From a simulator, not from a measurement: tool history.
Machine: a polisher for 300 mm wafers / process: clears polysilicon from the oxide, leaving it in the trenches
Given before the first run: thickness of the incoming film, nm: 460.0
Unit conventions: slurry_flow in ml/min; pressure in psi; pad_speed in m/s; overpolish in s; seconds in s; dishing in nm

{"run": 1, "day": 0.0, "slurry_flow": 180, "pressure": 2.8, "pad_speed": 1.24, "overpolish": 8, "seconds": 31.055, "dishing": 38.406}
{"run": 2, "day": 0.304, "slurry_flow": 180, "pressure": 2.8, "pad_speed": 1.24, "overpolish": 6, "seconds": 30.12, "dishing": 35.796}
{"run": 3, "day": 0.442, "slurry_flow": 140, "pressure": 2.8, "pad_speed": 1.24, "overpolish": 6, "seconds": 30.612, "dishing": 34.148}
{"run": 4, "day": 0.6, "slurry_flow": 140, "pressure": 2.8, "pad_speed": 1.24, "overpolish": 8, "seconds": 31.548, "dishing": 38.766}
{"run": 5, "day": 0.842, "slurry_flow": 140, "pressure": 2.9, "pad_speed": 1.26, "overpolish": 8, "seconds": 30.605, "dishing": 37.795}
{"run": 6, "day": 0.95, "slurry_flow": 140, "pressure": 2.9, "pad_speed": 1.26, "overpolish": 11, "seconds": 30.137, "dishing": 39.797}
{"run": 7, "day": 1.254, "slurry_flow": 140, "pressure": 3.0, "pad_speed": 1.26, "overpolish": 11, "seconds": 28.948, "dishing": 40.621}
{"run": 8, "day": 1.479, "slurry_flow": 140, "pressure": 3.1, "pad_speed": 1.26, "overpolish": 11, "seconds": 28.074, "dishing": 40.291}
{"run": 9, "day": 1.592, "slurry_flow": 140, "pressure": 3.2, "pad_speed": 1.26, "overpolish": 11, "seconds": 27.2, "dishing": 41.342}

Run 10 comes next. What will it give?
{"run": 10, "day": 1.767, "slurry_flow": 140, "pressure": 3.3, "pad_speed": 1.26, "overpolish": 10, "seconds": "?", "dishing": "?"}

Run 10 measured seconds 26.146 s, dishing 40.756 nm.

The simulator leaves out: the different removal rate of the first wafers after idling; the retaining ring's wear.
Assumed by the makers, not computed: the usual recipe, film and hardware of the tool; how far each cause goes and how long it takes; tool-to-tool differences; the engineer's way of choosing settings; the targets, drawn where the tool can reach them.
